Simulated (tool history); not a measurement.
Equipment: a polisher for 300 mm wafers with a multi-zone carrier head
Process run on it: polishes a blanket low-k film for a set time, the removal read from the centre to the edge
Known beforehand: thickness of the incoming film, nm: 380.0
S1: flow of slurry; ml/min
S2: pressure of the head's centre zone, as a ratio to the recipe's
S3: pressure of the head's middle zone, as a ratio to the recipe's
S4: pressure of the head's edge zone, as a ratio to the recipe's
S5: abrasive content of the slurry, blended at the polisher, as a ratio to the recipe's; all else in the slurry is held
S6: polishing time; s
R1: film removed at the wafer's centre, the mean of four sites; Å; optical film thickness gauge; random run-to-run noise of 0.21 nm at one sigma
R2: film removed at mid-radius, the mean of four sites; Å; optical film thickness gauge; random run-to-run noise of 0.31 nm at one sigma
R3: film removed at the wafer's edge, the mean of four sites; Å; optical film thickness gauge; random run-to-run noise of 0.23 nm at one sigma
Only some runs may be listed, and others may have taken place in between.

run	hour	S1	S2	S3	S4	S5	S6	R1	R2	R3
1	0	290	1	1	1	1	35	151.77	155.61	156.28
2	7.1	290	1.05	1	1	1	35	159.11	152.88	152.82
3	14.2	295	1.07	1.02	1.01	1.1	35	171.67	162.87	162.55
4	16.9	295	1.07	1.02	1.01	1.1	40	194.72	188.38	186.25
5	20.5	295	1.07	1.02	1.01	0.95	40	178.65	173.53	169.75
6	21.9	295	1.09	1.04	1.02	1	40	190.28	179.55	180.03
7	24.1	300	1.1	1.07	1.01	1.05	40	200.34	190.42	186.21
8	30.7	305	1.11	1.09	1	1.05	40	198.37	192.08	185.6
9	37.9	305	1.12	1.11	0.99	1.05	40	196.92	197.63	180.02
10	43.6	310	1.13	1.12	1	1.05	40	198	197.57	178.21
11	51.5	305	1.16	1.11	1.04	1.25	40	222.67	218.47	203.8

The next listed run, before its measurement:
12	54.7	305	1.16	1.11	1.03	1.25	40	?	?	?

R1: 221.7 Å
R2: 216.26 Å
R3: 197.36 Å

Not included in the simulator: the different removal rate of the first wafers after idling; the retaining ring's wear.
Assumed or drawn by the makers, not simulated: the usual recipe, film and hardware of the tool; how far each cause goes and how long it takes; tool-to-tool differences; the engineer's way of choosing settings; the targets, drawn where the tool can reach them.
